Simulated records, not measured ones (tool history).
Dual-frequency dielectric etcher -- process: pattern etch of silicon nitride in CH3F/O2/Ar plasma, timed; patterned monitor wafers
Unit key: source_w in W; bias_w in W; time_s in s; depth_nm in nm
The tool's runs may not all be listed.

run 1 hour=0.0 | source_w=300 bias_w=69 time_s=96.5 | depth_nm=59.633
run 2 hour=4.1 | source_w=300 bias_w=69 time_s=101.0 | depth_nm=61.712
run 3 hour=11.7 | source_w=250 bias_w=69 time_s=101.0 | depth_nm=58.570
run 4 hour=13.1 | source_w=200 bias_w=69 time_s=101.0 | depth_nm=54.006
run 5 hour=18.5 | source_w=200 bias_w=67 time_s=101.0 | depth_nm=52.758
run 6 hour=22.1 | source_w=200 bias_w=73 time_s=101.0 | depth_nm=55.452
run 7 hour=24.8 | source_w=200 bias_w=71 time_s=101.0 | depth_nm=54.851
run 8 hour=27.6 | source_w=200 bias_w=69 time_s=101.0 | depth_nm=54.350
run 9 hour=35.5 | source_w=200 bias_w=67 time_s=101.0 | depth_nm=53.536

For run 10, what comes out?
run 10 hour=39.7 | source_w=200 bias_w=66 time_s=101.0 | depth_nm=?

Run 10 came out at depth_nm 52.877 nm.

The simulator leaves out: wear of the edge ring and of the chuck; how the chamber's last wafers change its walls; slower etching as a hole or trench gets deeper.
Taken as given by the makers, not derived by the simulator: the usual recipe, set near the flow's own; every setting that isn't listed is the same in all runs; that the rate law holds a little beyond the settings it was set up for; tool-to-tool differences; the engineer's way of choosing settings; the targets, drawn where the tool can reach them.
